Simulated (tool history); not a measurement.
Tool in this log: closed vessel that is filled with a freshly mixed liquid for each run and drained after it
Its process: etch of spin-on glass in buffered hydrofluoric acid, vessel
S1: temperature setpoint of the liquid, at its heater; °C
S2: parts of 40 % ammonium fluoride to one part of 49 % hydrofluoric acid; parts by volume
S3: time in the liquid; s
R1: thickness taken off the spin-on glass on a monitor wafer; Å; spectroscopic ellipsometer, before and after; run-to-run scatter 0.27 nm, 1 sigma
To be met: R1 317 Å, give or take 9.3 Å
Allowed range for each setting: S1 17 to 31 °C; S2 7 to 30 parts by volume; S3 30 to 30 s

run  hour    S1    S2  S3      R1
  1     0    23    19  30  561.24
  2   9.3    23  15.5  30  688.32
  3  11.3    21    18  30  530.08
  4  17.3    21    18  30  530.01
  5  24.1    20  19.5  30  466.74
  6  26.7    19    21  30  412.98
  7  30.4  18.5    22  30  387.47
  8  38.6    18    23  30  366.05
  9  42.9  17.5  23.5  30  348.63
 10  48.1  17.5    24  30  348.67
 11  50.3  17.5  24.5  30  335.53

5 next moves are on the table. One of them brings every result within its allowed miss. Which?
  A  52.5  17.5    21  30   ?
  B  52.5    17    24  30   ?
  C  52.5    17    26  30   ?
  D  52.5    17    23  30   ?
  E  52.5    18  25.5  30   ?

move      R1
   A  372.28
   B  329.87
   C  312.07
   D  339.73
   E  334.91
A: the biggest miss grows against the last run
B: closes in on the targets versus the last run, not all within tolerance yet
C: hits every target within its allowed miss
D: the biggest miss grows against the last run
E: no better and no worse than the last run
Go with C: it meets all targets.

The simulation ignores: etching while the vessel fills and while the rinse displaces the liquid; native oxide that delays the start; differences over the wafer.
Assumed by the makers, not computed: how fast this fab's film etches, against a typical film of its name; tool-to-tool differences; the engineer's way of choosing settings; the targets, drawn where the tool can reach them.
